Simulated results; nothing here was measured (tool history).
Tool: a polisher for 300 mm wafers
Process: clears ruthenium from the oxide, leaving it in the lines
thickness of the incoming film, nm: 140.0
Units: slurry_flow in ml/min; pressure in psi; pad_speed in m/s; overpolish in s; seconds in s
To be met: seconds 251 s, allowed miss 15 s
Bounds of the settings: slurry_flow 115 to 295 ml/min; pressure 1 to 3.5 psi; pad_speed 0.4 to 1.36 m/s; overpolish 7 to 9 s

{"run": 1, "hour": 0.0, "slurry_flow": 190, "pressure": 2.2, "pad_speed": 0.88, "overpolish": 9, "seconds": 136.94}
{"run": 2, "hour": 4.2, "slurry_flow": 190, "pressure": 2.2, "pad_speed": 0.68, "overpolish": 9, "seconds": 157.13}
{"run": 3, "hour": 6.5, "slurry_flow": 190, "pressure": 2.6, "pad_speed": 0.68, "overpolish": 9, "seconds": 131.24}
{"run": 4, "hour": 12.3, "slurry_flow": 190, "pressure": 2.6, "pad_speed": 0.86, "overpolish": 9, "seconds": 113.75}
{"run": 5, "hour": 19.8, "slurry_flow": 190, "pressure": 2.3, "pad_speed": 0.84, "overpolish": 9, "seconds": 132.51}
{"run": 6, "hour": 24.0, "slurry_flow": 190, "pressure": 2, "pad_speed": 0.82, "overpolish": 9, "seconds": 152.67}
{"run": 7, "hour": 31.7, "slurry_flow": 190, "pressure": 1.8, "pad_speed": 0.8, "overpolish": 9, "seconds": 167.69}
{"run": 8, "hour": 33.4, "slurry_flow": 190, "pressure": 1.8, "pad_speed": 0.8, "overpolish": 9, "seconds": 174.46}
{"run": 9, "hour": 42.5, "slurry_flow": 190, "pressure": 1.7, "pad_speed": 0.8, "overpolish": 9, "seconds": 182.97}
{"run": 10, "hour": 43.3, "slurry_flow": 190, "pressure": 1.1, "pad_speed": 0.76, "overpolish": 9, "seconds": 281.03}

Which of these 4 next moves meets every target?
{"run": "A", "hour": 44.1, "slurry_flow": 180, "pressure": 1.1, "pad_speed": 0.8, "overpolish": 9, "seconds": "?"}
{"run": "B", "hour": 44.1, "slurry_flow": 195, "pressure": 1.3, "pad_speed": 0.88, "overpolish": 9, "seconds": "?"}
{"run": "C", "hour": 44.1, "slurry_flow": 160, "pressure": 1.2, "pad_speed": 1, "overpolish": 9, "seconds": "?"}
{"run": "D", "hour": 44.1, "slurry_flow": 205, "pressure": 1.2, "pad_speed": 0.82, "overpolish": 7, "seconds": "?"}

move=A seconds=281.85
move=B seconds=223.43
move=C seconds=228.56
move=D seconds=250.59
A: as far off as the last run
B: takes the result that was furthest off past its target
C: takes the result that was furthest off past its target
D: meets every target
The right move is D.

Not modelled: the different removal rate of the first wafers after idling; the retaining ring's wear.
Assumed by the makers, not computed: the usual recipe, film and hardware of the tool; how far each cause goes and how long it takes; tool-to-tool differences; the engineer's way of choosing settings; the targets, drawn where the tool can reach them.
